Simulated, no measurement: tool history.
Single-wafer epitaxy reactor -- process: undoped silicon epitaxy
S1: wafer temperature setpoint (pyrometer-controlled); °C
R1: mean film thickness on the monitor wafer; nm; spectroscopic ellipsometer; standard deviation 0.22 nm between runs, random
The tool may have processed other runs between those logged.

run 1 hour=0 | S1=665 deposition_time_(s)=300 | R1=68.555
run 2 hour=2 | S1=675 deposition_time_(s)=300 | R1=82.498
run 3 hour=4.4 | S1=675 deposition_time_(s)=335 | R1=90.705
run 4 hour=6.1 | S1=679 deposition_time_(s)=335 | R1=98.562
run 5 hour=12.1 | S1=679 deposition_time_(s)=293 | R1=85.859
run 6 hour=19.9 | S1=679 deposition_time_(s)=277 | R1=81.465
run 7 hour=28.9 | S1=673 deposition_time_(s)=274 | R1=72.153
run 8 hour=37.2 | S1=668 deposition_time_(s)=272 | R1=65.868
run 9 hour=41.4 | S1=664 deposition_time_(s)=270 | R1=60.259

What will run 10 give?
run 10 hour=50.2 | S1=661 deposition_time_(s)=269 | R1=?

For run 10 the tool returned R1 56.51 nm.
